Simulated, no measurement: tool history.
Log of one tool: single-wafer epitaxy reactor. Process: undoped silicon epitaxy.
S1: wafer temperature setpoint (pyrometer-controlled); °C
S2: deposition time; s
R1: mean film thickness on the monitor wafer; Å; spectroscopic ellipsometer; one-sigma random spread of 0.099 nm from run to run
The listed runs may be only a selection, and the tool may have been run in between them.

{"run": 1, "hour": 0.0, "S1": 645, "S2": 366, "R1": 519.88}
{"run": 2, "hour": 8.7, "S1": 636, "S2": 366, "R1": 436.41}
{"run": 3, "hour": 12.6, "S1": 631, "S2": 366, "R1": 392.22}
{"run": 4, "hour": 15.0, "S1": 638, "S2": 366, "R1": 452.41}
{"run": 5, "hour": 19.2, "S1": 638, "S2": 405, "R1": 498.33}
{"run": 6, "hour": 23.5, "S1": 634, "S2": 394, "R1": 450.91}
{"run": 7, "hour": 31.2, "S1": 634, "S2": 394, "R1": 447.97}

Estimate the outcome of run 8 from the log above:
{"run": 8, "hour": 32.6, "S1": 631, "S2": 385, "R1": "?"}

Run 8 yielded R1 413.45 Å.

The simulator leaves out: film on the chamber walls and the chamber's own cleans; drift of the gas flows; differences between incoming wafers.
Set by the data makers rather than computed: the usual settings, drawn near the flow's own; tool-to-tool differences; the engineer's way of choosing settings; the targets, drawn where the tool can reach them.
